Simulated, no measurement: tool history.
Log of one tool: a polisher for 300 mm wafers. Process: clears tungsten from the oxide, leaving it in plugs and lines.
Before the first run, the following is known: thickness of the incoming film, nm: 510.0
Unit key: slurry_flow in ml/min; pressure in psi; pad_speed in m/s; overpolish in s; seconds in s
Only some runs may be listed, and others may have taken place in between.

run 1 hour=0 | slurry_flow=310 pressure=4 pad_speed=0.98 slurry_solids=1 overpolish=4 | seconds=95.182
run 2 hour=4.1 | slurry_flow=310 pressure=4.6 pad_speed=0.98 slurry_solids=1 overpolish=4 | seconds=83.484
run 3 hour=6.4 | slurry_flow=255 pressure=4.6 pad_speed=0.98 slurry_solids=1 overpolish=4 | seconds=84.193
run 4 hour=10.1 | slurry_flow=255 pressure=3.7 pad_speed=0.96 slurry_solids=1 overpolish=4 | seconds=106.21
run 5 hour=15.1 | slurry_flow=255 pressure=3.7 pad_speed=0.96 slurry_solids=1.2 overpolish=4 | seconds=101.31
run 6 hour=19.4 | slurry_flow=255 pressure=3.7 pad_speed=0.96 slurry_solids=1.35 overpolish=4 | seconds=99.256
run 7 hour=28.2 | slurry_flow=255 pressure=3.1 pad_speed=0.94 slurry_solids=1.35 overpolish=4 | seconds=119.48

Forecast run 8:
run 8 hour=29.6 | slurry_flow=255 pressure=2.8 pad_speed=0.94 slurry_solids=1.35 overpolish=4 | seconds=?

seconds: 131.64 s
